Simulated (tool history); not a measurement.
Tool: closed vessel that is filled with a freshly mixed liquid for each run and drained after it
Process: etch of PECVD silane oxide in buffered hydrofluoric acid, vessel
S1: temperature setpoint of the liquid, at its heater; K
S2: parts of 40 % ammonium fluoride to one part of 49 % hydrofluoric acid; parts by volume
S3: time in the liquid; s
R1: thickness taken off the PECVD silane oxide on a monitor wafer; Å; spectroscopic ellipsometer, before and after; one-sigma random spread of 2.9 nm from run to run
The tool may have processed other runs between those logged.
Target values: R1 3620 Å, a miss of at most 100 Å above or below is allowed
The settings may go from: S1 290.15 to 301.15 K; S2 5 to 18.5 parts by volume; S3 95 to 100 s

Run 1, hour 0: S1 293.15 K, S2 11.5 parts by volume, S3 95 s. Result: R1 2814.6 Å.
Run 2, hour 8.5: S1 293.15 K, S2 13 parts by volume, S3 95 s. Result: R1 2468.6 Å.
Run 3, hour 14.9: S1 293.15 K, S2 13 parts by volume, S3 100 s. Result: R1 2650.2 Å.
Run 4, hour 23: S1 293.65 K, S2 13 parts by volume, S3 100 s. Result: R1 2743.5 Å.
Run 5, hour 27.1: S1 293.65 K, S2 10.5 parts by volume, S3 100 s. Result: R1 3354.1 Å.
Run 6, hour 33.1: S1 296.15 K, S2 10.5 parts by volume, S3 100 s. Result: R1 3905.2 Å.
Run 7, hour 35.6: S1 296.15 K, S2 10.5 parts by volume, S3 100 s. Result: R1 3845.2 Å.
Run 8, hour 39.3: S1 295.65 K, S2 10.5 parts by volume, S3 100 s. Result: R1 3773.3 Å.

Which of these 4 next moves meets every target?
Run A, hour 43: S1 294.65 K, S2 9 parts by volume, S3 100 s. Result: R1 ?.
Run B, hour 43: S1 296.65 K, S2 9.5 parts by volume, S3 100 s. Result: R1 ?.
Run C, hour 43: S1 296.65 K, S2 11 parts by volume, S3 95 s. Result: R1 ?.
Run D, hour 43: S1 293.15 K, S2 8 parts by volume, S3 95 s. Result: R1 ?.

move      R1
   A  3928.5
   B  4239.2
   C  3553.6
   D  3901.1
A: further off than the last run
B: further off than the last run
C: hits every target within its allowed miss
D: further off than the last run
The move that meets every target is C.
